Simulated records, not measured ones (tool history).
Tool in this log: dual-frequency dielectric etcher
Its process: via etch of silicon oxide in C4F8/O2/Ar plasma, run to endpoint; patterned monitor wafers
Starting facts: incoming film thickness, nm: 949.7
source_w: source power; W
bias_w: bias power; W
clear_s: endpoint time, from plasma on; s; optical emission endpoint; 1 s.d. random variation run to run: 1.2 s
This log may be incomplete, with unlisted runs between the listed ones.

run 1 hour=0.0 | source_w=2150 bias_w=1856 | clear_s=196.55
run 2 hour=2.4 | source_w=2250 bias_w=1884 | clear_s=190.85
run 3 hour=7.6 | source_w=2080 bias_w=1884 | clear_s=197.19
run 4 hour=16.5 | source_w=2080 bias_w=1747 | clear_s=203.28
run 5 hour=25.2 | source_w=2080 bias_w=1462 | clear_s=216.20
run 6 hour=34.1 | source_w=2220 bias_w=1519 | clear_s=209.40

The next listed run, before its measurement:
run 7 hour=35.2 | source_w=2330 bias_w=1585 | clear_s=?

{"run 7": {"clear_s": 202.7}}
